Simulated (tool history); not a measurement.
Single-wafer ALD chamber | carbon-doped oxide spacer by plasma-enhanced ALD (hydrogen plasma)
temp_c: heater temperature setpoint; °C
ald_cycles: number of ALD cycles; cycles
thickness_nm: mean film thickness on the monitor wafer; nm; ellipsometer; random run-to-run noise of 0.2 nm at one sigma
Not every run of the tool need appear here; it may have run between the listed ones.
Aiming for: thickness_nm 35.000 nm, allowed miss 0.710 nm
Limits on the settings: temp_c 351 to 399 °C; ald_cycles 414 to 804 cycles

run	hour	temp_c	ald_cycles	thickness_nm
1	0.0	375	609	31.557
2	8.1	385	609	31.717
3	9.8	385	622	32.110
4	15.7	385	634	32.677
5	18.5	385	600	30.743
6	24.7	385	615	31.487
7	32.1	385	628	32.417
8	34.3	385	638	32.370
9	44.1	385	653	33.618
10	51.5	385	658	33.702
11	53.1	385	663	33.998
12	57.5	385	667	34.104

Which one of the following 5 next-run settings gets every result inside its allowed miss? There is exactly one.
A	61.9	388	639	?
B	61.9	378	650	?
C	61.9	399	650	?
D	61.9	399	687	?
E	61.9	388	642	?

move	thickness_nm
A	32.732
B	33.296
C	33.060
D	34.942
E	32.886
A: its largest miss is bigger than the last run's
B: its largest miss is bigger than the last run's
C: its largest miss is bigger than the last run's
D: hits every target within its allowed miss
E: its largest miss is bigger than the last run's
Answer: D
